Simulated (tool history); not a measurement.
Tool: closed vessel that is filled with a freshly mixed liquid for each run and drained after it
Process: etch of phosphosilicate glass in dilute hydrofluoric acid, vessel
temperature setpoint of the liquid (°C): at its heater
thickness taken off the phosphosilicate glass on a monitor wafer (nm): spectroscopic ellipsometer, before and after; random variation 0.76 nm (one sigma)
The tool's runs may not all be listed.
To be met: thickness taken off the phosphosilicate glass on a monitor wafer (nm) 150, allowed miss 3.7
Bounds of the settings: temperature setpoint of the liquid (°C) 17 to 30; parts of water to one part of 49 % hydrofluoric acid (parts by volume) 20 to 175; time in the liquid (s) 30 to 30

| run | day | temperature setpoint of the liquid (°C) | parts of water to one part of 49 % hydrofluoric acid (parts by volume) | time in the liquid (s) | thickness taken off the phosphosilicate glass on a monitor wafer (nm) |
|---|---|---|---|---|---|
| 1 | 0 | 22 | 95 | 30 | 52.749 |
| 2 | 0.112 | 24 | 95 | 30 | 57.682 |
| 3 | 0.454 | 24 | 65 | 30 | 87.476 |
| 4 | 0.554 | 24 | 95 | 30 | 57.337 |
| 5 | 0.804 | 21.5 | 95 | 30 | 52.074 |
| 6 | 1.046 | 22.5 | 90 | 30 | 57.393 |
| 7 | 1.138 | 23.5 | 85 | 30 | 64.021 |
| 8 | 1.204 | 24.5 | 80 | 30 | 71.42 |
| 9 | 1.308 | 25 | 75 | 30 | 77.248 |

5 next moves are on the table. One of them brings every result within its allowed miss. Which?
| A | 1.412 | 21.5 | 35 | 30 | ? |
| B | 1.412 | 26.5 | 40 | 30 | ? |
| C | 1.412 | 29 | 45 | 30 | ? |
| D | 1.412 | 26 | 40 | 30 | ? |
| E | 1.412 | 25.5 | 40 | 30 | ? |

| move | thickness taken off the phosphosilicate glass on a monitor wafer (nm) |
|---|---|
| A | 151.72 |
| B | 162.33 |
| C | 158.39 |
| D | 159.06 |
| E | 155.83 |
A: meets every target
B: takes the result that was furthest off past its target
C: takes the result that was furthest off past its target
D: takes the result that was furthest off past its target
E: takes the result that was furthest off past its target
Move A is the one to make.

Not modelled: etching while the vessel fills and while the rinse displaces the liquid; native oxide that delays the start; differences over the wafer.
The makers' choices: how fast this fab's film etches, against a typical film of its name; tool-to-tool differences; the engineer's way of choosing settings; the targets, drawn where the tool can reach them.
